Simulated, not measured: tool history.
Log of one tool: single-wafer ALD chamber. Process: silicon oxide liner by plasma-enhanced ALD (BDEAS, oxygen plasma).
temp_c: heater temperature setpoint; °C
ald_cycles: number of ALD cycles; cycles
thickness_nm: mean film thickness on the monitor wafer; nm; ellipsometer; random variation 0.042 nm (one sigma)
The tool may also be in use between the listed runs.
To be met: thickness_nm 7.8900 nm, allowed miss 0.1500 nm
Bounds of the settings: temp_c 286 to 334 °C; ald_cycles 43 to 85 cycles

run	hour	temp_c	ald_cycles	thickness_nm
1	0.0	310	64	6.0420
2	3.4	317	64	5.9411
3	8.6	314	69	6.5318
4	12.6	312	72	6.8025
5	15.9	321	72	6.6670
6	22.6	321	66	6.0700
7	25.1	317	70	6.4715
8	25.7	313	73	6.8450
9	28.0	311	75	7.1143

4 next moves are on the table. One of them brings every result within its allowed miss. Which?
A	30.3	312	73	?
B	30.3	317	74	?
C	30.3	306	80	?
D	30.3	312	84	?

move	thickness_nm
A	6.8693
B	6.9169
C	7.5883
D	7.9044
A: further off than the last run
B: further off than the last run
C: nearer than the last run, and not there yet
D: meets every target
Answer: D

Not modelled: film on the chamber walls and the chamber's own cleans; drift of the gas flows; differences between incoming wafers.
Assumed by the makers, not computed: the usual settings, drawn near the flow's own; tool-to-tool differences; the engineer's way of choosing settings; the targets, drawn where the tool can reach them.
